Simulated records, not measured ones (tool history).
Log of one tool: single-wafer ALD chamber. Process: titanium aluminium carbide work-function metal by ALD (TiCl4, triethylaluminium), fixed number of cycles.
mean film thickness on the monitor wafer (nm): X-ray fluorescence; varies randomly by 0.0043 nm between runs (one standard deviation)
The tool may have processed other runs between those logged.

run	day	heater temperature setpoint (deg C)	triethylaluminium pulse time (s)	mean film thickness on the monitor wafer (nm)
1	0.000	300	9.66	1.9805
2	0.067	296	8.58	1.8891
3	0.412	286	8.58	1.8090
4	0.475	286	9.67	1.8610
5	0.738	286	8.54	1.8189
6	0.883	286	10.82	1.8838
7	1.154	284	9.54	1.8454
8	1.504	283	8.48	1.7915
9	1.867	282	7.61	1.7341
10	1.938	276	4.52	1.2889

Expected results for the next run?
11	2.050	278	4.56	?

{"run 11": {"mean film thickness on the monitor wafer (nm)": 1.3169}}
